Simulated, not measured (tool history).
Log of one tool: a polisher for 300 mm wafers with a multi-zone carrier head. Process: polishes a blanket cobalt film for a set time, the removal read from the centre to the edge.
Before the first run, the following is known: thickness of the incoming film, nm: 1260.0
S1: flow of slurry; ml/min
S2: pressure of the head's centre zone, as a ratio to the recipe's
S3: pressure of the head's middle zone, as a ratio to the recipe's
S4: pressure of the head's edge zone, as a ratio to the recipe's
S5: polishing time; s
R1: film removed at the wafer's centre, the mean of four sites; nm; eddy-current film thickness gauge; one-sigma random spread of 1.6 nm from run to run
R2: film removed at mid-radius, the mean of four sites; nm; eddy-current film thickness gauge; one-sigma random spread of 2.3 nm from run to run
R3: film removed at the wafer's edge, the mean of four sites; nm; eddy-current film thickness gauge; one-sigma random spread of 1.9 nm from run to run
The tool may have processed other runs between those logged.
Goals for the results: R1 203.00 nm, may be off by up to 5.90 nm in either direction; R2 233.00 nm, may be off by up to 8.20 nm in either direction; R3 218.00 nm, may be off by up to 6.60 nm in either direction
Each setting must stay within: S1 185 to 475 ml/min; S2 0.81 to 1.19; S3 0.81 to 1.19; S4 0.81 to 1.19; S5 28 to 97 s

run 1 hour=0.0 | S1=305 S2=1.00 S3=1.00 S4=1.00 S5=62 | R1=351.07 R2=337.17 R3=348.60
run 2 hour=2.5 | S1=300 S2=0.97 S3=1.01 S4=0.97 S5=57 | R1=310.54 R2=318.95 R3=319.36
run 3 hour=3.1 | S1=300 S2=0.90 S3=1.01 S4=0.97 S5=57 | R1=291.84 R2=308.10 R3=313.22
run 4 hour=10.1 | S1=300 S2=0.84 S3=1.01 S4=0.97 S5=57 | R1=271.50 R2=315.90 R3=315.95
run 5 hour=16.6 | S1=250 S2=0.84 S3=1.01 S4=0.97 S5=57 | R1=262.72 R2=307.22 R3=313.35
run 6 hour=17.2 | S1=225 S2=0.84 S3=1.01 S4=0.97 S5=57 | R1=263.97 R2=304.37 R3=309.59
run 7 hour=25.7 | S1=230 S2=0.84 S3=1.01 S4=0.94 S5=53 | R1=246.24 R2=285.57 R3=284.73
run 8 hour=29.9 | S1=230 S2=0.84 S3=1.01 S4=0.92 S5=50 | R1=229.40 R2=270.27 R3=264.68
run 9 hour=35.8 | S1=235 S2=0.85 S3=1.00 S4=0.90 S5=48 | R1=222.48 R2=258.64 R3=254.99
run 10 hour=39.6 | S1=240 S2=0.86 S3=1.00 S4=0.88 S5=47 | R1=221.72 R2=245.14 R3=248.27
run 11 hour=46.7 | S1=225 S2=0.86 S3=1.10 S4=0.81 S5=40 | R1=186.43 R2=228.76 R3=201.68
run 12 hour=49.3 | S1=235 S2=0.87 S3=1.09 S4=0.83 S5=40 | R1=192.80 R2=229.80 R3=205.67
run 13 hour=51.7 | S1=245 S2=0.87 S3=1.08 S4=0.84 S5=40 | R1=192.11 R2=231.31 R3=204.60
run 14 hour=58.0 | S1=245 S2=0.87 S3=1.07 S4=0.85 S5=40 | R1=190.82 R2=230.78 R3=204.44
run 15 hour=63.1 | S1=245 S2=0.88 S3=1.06 S4=0.86 S5=40 | R1=191.76 R2=225.33 R3=204.97
run 16 hour=71.4 | S1=290 S2=0.91 S3=1.08 S4=0.94 S5=41 | R1=211.48 R2=239.50 R3=223.25
run 17 hour=77.3 | S1=285 S2=0.91 S3=1.08 S4=0.93 S5=41 | R1=209.50 R2=233.04 R3=224.29

Which one of the following 4 next-run settings gets every result inside its allowed miss? There is exactly one.
run A hour=83.2 | S1=370 S2=0.86 S3=1.06 S4=0.99 S5=42 | R1=? R2=? R3=?
run B hour=83.2 | S1=225 S2=0.96 S3=1.07 S4=0.93 S5=41 | R1=? R2=? R3=?
run C hour=83.2 | S1=270 S2=0.91 S3=1.10 S4=0.97 S5=40 | R1=? R2=? R3=?
run D hour=83.2 | S1=310 S2=0.95 S3=1.09 S4=0.89 S5=41 | R1=? R2=? R3=?

move=A R1=211.87 R2=248.26 R3=235.16
move=B R1=219.93 R2=233.47 R3=216.47
move=C R1=207.54 R2=237.61 R3=217.59
move=D R1=225.20 R2=244.64 R3=217.91
A: misses by more than the last run did
B: misses by more than the last run did
C: in spec on every target
D: misses by more than the last run did
The right move is C.
